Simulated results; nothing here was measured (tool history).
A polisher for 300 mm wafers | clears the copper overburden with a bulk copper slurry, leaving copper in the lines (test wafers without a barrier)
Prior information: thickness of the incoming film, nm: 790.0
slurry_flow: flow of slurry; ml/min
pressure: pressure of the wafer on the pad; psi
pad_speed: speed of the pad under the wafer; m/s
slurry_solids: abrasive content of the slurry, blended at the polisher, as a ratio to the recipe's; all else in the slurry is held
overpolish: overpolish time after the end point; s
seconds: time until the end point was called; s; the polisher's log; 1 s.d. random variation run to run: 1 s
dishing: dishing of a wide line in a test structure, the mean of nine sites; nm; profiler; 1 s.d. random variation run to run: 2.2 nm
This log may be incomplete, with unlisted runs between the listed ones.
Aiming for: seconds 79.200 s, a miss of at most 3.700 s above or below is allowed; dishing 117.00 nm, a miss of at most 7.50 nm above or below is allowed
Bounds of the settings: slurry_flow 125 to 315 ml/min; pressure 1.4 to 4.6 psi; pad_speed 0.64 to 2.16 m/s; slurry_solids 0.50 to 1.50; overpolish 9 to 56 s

Run 1, hour 0.0: slurry_flow 205 ml/min, pressure 3.0 psi, pad_speed 1.40 m/s, slurry_solids 1.00, overpolish 29 s. Result: seconds 62.796 s, dishing 126.61 nm.
Run 2, hour 8.9: slurry_flow 205 ml/min, pressure 2.9 psi, pad_speed 1.40 m/s, slurry_solids 1.00, overpolish 30 s. Result: seconds 64.915 s, dishing 124.62 nm.
Run 3, hour 17.6: slurry_flow 205 ml/min, pressure 2.9 psi, pad_speed 1.40 m/s, slurry_solids 1.15, overpolish 30 s. Result: seconds 61.448 s, dishing 126.96 nm.
Run 4, hour 20.8: slurry_flow 205 ml/min, pressure 2.8 psi, pad_speed 1.40 m/s, slurry_solids 1.15, overpolish 31 s. Result: seconds 63.935 s, dishing 125.97 nm.
Run 5, hour 21.3: slurry_flow 205 ml/min, pressure 2.7 psi, pad_speed 1.40 m/s, slurry_solids 1.15, overpolish 32 s. Result: seconds 66.577 s, dishing 127.68 nm.
Run 6, hour 23.5: slurry_flow 205 ml/min, pressure 2.6 psi, pad_speed 1.40 m/s, slurry_solids 1.15, overpolish 32 s. Result: seconds 68.013 s, dishing 124.70 nm.
Run 7, hour 26.1: slurry_flow 205 ml/min, pressure 2.5 psi, pad_speed 1.40 m/s, slurry_solids 1.15, overpolish 32 s. Result: seconds 68.175 s, dishing 118.07 nm.
Run 8, hour 30.1: slurry_flow 205 ml/min, pressure 2.4 psi, pad_speed 1.38 m/s, slurry_solids 1.15, overpolish 33 s. Result: seconds 74.882 s, dishing 119.11 nm.

Which single option among these 4 for the next run brings every result within its allowed miss of target? Just one does.
Run A, hour 34.1: slurry_flow 225 ml/min, pressure 2.6 psi, pad_speed 1.36 m/s, slurry_solids 1.05, overpolish 33 s. Result: seconds ?, dishing ?.
Run B, hour 34.1: slurry_flow 195 ml/min, pressure 2.5 psi, pad_speed 1.52 m/s, slurry_solids 1.05, overpolish 37 s. Result: seconds ?, dishing ?.
Run C, hour 34.1: slurry_flow 210 ml/min, pressure 2.2 psi, pad_speed 1.34 m/s, slurry_solids 1.25, overpolish 36 s. Result: seconds ?, dishing ?.
Run D, hour 34.1: slurry_flow 135 ml/min, pressure 2.3 psi, pad_speed 1.50 m/s, slurry_solids 1.20, overpolish 31 s. Result: seconds ?, dishing ?.

move  seconds  dishing
   A   73.205   123.43
   B   68.630   128.00
   C   81.471   117.83
   D   74.410   117.03
A: its largest miss is bigger than the last run's
B: its largest miss is bigger than the last run's
C: all results land within tolerance of their targets
D: its largest miss is bigger than the last run's
Move C is the one to make.
